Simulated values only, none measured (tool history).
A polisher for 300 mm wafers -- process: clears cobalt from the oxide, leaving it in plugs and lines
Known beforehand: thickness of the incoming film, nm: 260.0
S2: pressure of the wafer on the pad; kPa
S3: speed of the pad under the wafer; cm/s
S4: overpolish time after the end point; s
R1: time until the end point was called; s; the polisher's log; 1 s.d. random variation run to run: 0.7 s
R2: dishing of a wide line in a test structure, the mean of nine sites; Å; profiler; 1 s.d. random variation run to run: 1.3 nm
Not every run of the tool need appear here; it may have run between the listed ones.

run 1 day=0 | flow_of_slurry_(ml/min)=170 S2=10.3 S3=90 S4=28 | R1=81.465 R2=467.52
run 2 day=0.333 | flow_of_slurry_(ml/min)=170 S2=10.3 S3=78 S4=28 | R1=93.64 R2=420.69
run 3 day=0.525 | flow_of_slurry_(ml/min)=170 S2=10.3 S3=64 S4=28 | R1=114.17 R2=387.26
run 4 day=0.838 | flow_of_slurry_(ml/min)=170 S2=11.7 S3=64 S4=29 | R1=101.04 R2=405.53
run 5 day=1.129 | flow_of_slurry_(ml/min)=140 S2=11.7 S3=64 S4=29 | R1=104.66 R2=408.1
run 6 day=1.438 | flow_of_slurry_(ml/min)=145 S2=12.4 S3=66 S4=30 | R1=94.22 R2=451.32

Predict the results of run 7:
run 7 day=1.621 | flow_of_slurry_(ml/min)=150 S2=13.1 S3=66 S4=30 | R1=? R2=?

{"run 7": {"R1": 88.124, "R2": 461.74}}
